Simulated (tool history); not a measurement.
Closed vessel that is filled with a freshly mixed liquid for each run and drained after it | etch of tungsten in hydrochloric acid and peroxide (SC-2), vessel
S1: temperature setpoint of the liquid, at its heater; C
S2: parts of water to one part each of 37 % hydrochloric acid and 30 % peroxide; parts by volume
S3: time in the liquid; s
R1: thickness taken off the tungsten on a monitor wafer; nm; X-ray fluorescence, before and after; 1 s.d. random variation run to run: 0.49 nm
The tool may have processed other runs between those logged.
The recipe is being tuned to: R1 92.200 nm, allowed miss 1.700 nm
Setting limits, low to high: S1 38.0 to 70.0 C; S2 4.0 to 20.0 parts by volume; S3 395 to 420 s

{"run": 1, "hour": 0.0, "S1": 54.0, "S2": 11.0, "S3": 395, "R1": 52.474}
{"run": 2, "hour": 7.8, "S1": 54.0, "S2": 11.0, "S3": 395, "R1": 52.467}
{"run": 3, "hour": 9.0, "S1": 54.0, "S2": 11.0, "S3": 395, "R1": 52.366}
{"run": 4, "hour": 15.9, "S1": 57.5, "S2": 11.0, "S3": 395, "R1": 65.772}
{"run": 5, "hour": 19.5, "S1": 58.5, "S2": 11.0, "S3": 395, "R1": 69.86}
{"run": 6, "hour": 28.5, "S1": 59.0, "S2": 11.0, "S3": 395, "R1": 72.93}
{"run": 7, "hour": 32.4, "S1": 59.5, "S2": 11.0, "S3": 395, "R1": 74.506}
{"run": 8, "hour": 39.6, "S1": 60.0, "S2": 11.0, "S3": 395, "R1": 77.236}

Of the 4 settings listed for the next run, only one would bring every result within its allowed miss of target. Which one?
{"run": "A", "hour": 46.8, "S1": 63.0, "S2": 13.0, "S3": 420, "R1": "?"}
{"run": "B", "hour": 46.8, "S1": 57.0, "S2": 10.0, "S3": 395, "R1": "?"}
{"run": "C", "hour": 46.8, "S1": 56.5, "S2": 8.0, "S3": 420, "R1": "?"}
{"run": "D", "hour": 46.8, "S1": 64.0, "S2": 12.5, "S3": 410, "R1": "?"}

move=A R1=85.223
move=B R1=68.759
move=C R1=84.971
move=D R1=91.516
A: better than the last run, though not everything is in spec
B: lands further from the targets than the last run did
C: better than the last run, though not everything is in spec
D: each result inside its tolerance
Correct choice: D, which meets every target
